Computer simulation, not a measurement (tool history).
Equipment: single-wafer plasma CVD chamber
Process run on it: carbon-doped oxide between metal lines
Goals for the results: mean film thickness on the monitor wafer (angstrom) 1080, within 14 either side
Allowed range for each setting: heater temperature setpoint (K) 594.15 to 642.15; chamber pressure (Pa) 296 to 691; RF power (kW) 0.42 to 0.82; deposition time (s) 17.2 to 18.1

run  hour  heater temperature setpoint (K)  chamber pressure (Pa)  RF power (kW)  deposition time (s)  mean film thickness on the monitor wafer (angstrom)
  1     0                           618.15                    493           0.62                 18.1                                               1159.4
  2   7.5                           620.15                    484           0.62                 18.1                                                 1147
  3   9.5                           628.15                    484           0.62                 18.1                                               1128.3
  4  18.2                           628.15                    484          0.685                 18.1                                               1194.6
  5  22.8                           628.15                    527          0.685                 18.1                                               1206.5
  6  30.1                           629.15                    509          0.675                 18.1                                               1186.8
  7  38.2                           630.15                    493           0.67                 18.1                                               1174.1
  8    46                           631.15                    477          0.665                 18.1                                               1164.9

Next run, 4 choices. One meets every target within its allowed miss, the rest don't. Which?
  A  53.8                           631.15                    477            0.6                 17.2                                                    ?
  B  53.8                           624.15                    516          0.645                 17.3                                                    ?
  C  53.8                           628.15                    417           0.61                 18.1                                                    ?
  D  53.8                           633.15                    439          0.655                 17.2                                                    ?

move  mean film thickness on the monitor wafer (angstrom)
   A                                               1045.4
   B                                               1121.6
   C                                               1106.3
   D                                               1087.1
A: takes the result that was furthest off past its target
B: better than the last run, though not everything is in spec
C: better than the last run, though not everything is in spec
D: all results in spec
D meets every target.
